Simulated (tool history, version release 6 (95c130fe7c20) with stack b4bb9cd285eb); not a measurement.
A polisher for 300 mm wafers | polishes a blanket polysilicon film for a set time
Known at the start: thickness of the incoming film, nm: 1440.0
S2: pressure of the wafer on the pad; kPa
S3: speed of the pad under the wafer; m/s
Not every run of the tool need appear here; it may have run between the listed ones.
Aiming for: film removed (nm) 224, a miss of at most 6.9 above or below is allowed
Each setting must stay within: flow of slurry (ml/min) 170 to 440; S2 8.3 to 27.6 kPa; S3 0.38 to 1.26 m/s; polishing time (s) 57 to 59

Run 1, hour 0: flow of slurry (ml/min) 280, S2 17.9 kPa, S3 0.82 m/s, polishing time (s) 57. Result: film removed (nm) 368.7.
Run 2, hour 3.9: flow of slurry (ml/min) 280, S2 15.9 kPa, S3 0.82 m/s, polishing time (s) 57. Result: film removed (nm) 330.81.
Run 3, hour 5.5: flow of slurry (ml/min) 280, S2 13.8 kPa, S3 0.82 m/s, polishing time (s) 57. Result: film removed (nm) 293.53.
Run 4, hour 13.6: flow of slurry (ml/min) 280, S2 13.8 kPa, S3 0.82 m/s, polishing time (s) 57. Result: film removed (nm) 291.5.
Run 5, hour 22.5: flow of slurry (ml/min) 280, S2 12.4 kPa, S3 0.82 m/s, polishing time (s) 57. Result: film removed (nm) 263.72.
Run 6, hour 23.8: flow of slurry (ml/min) 280, S2 12.4 kPa, S3 0.82 m/s, polishing time (s) 57. Result: film removed (nm) 263.44.
Run 7, hour 26.5: flow of slurry (ml/min) 280, S2 11.7 kPa, S3 0.82 m/s, polishing time (s) 57. Result: film removed (nm) 252.56.
Run 8, hour 28.4: flow of slurry (ml/min) 280, S2 11 kPa, S3 0.82 m/s, polishing time (s) 57. Result: film removed (nm) 236.97.

Of the 5 settings listed for the next run, only one would bring every result within its allowed miss of target. Which one?
Run A, hour 30.3: flow of slurry (ml/min) 370, S2 12.4 kPa, S3 0.68 m/s, polishing time (s) 57. Result: film removed (nm) ?.
Run B, hour 30.3: flow of slurry (ml/min) 245, S2 10.3 kPa, S3 0.76 m/s, polishing time (s) 59. Result: film removed (nm) ?.
Run C, hour 30.3: flow of slurry (ml/min) 265, S2 11 kPa, S3 0.72 m/s, polishing time (s) 57. Result: film removed (nm) ?.
Run D, hour 30.3: flow of slurry (ml/min) 260, S2 9.7 kPa, S3 0.84 m/s, polishing time (s) 57. Result: film removed (nm) ?.
Run E, hour 30.3: flow of slurry (ml/min) 310, S2 9.7 kPa, S3 0.8 m/s, polishing time (s) 58. Result: film removed (nm) ?.

move  film removed (nm)
   A             224.55
   B             209.75
   C             206.11
   D             210.67
   E             207.98
A: all results land within tolerance of their targets
B: pushes the last run's worst result past its target
C: pushes the last run's worst result past its target
D: pushes the last run's worst result past its target
E: pushes the last run's worst result past its target
Correct choice: A, which meets every target

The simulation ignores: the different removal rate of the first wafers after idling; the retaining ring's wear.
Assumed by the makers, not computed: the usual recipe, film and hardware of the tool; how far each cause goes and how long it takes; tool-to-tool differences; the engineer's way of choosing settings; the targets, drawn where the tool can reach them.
